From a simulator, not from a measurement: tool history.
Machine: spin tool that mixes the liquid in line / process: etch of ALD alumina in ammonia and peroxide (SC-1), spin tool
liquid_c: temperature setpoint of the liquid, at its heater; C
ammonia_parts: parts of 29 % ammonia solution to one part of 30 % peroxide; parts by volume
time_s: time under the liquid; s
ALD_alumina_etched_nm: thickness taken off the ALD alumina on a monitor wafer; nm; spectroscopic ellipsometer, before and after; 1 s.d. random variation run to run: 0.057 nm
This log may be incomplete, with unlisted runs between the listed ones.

{"run": 1, "day": 0.0, "liquid_c": 49, "ammonia_parts": 0.55, "time_s": 325, "ALD_alumina_etched_nm": 9.8247}
{"run": 2, "day": 0.038, "liquid_c": 49, "ammonia_parts": 0.55, "time_s": 345, "ALD_alumina_etched_nm": 10.368}
{"run": 3, "day": 0.312, "liquid_c": 49, "ammonia_parts": 0.35, "time_s": 345, "ALD_alumina_etched_nm": 9.7463}
{"run": 4, "day": 0.467, "liquid_c": 48, "ammonia_parts": 0.35, "time_s": 345, "ALD_alumina_etched_nm": 9.4598}
{"run": 5, "day": 0.621, "liquid_c": 48, "ammonia_parts": 0.35, "time_s": 325, "ALD_alumina_etched_nm": 8.8579}
{"run": 6, "day": 0.846, "liquid_c": 47.5, "ammonia_parts": 0.35, "time_s": 325, "ALD_alumina_etched_nm": 8.7354}
{"run": 7, "day": 0.9, "liquid_c": 47, "ammonia_parts": 0.35, "time_s": 325, "ALD_alumina_etched_nm": 8.4219}

What does the tool deliver on the next run?
{"run": 8, "day": 1.246, "liquid_c": 46.5, "ammonia_parts": 0.35, "time_s": 325, "ALD_alumina_etched_nm": "?"}

Run 8 yielded ALD_alumina_etched_nm 8.2421 nm.

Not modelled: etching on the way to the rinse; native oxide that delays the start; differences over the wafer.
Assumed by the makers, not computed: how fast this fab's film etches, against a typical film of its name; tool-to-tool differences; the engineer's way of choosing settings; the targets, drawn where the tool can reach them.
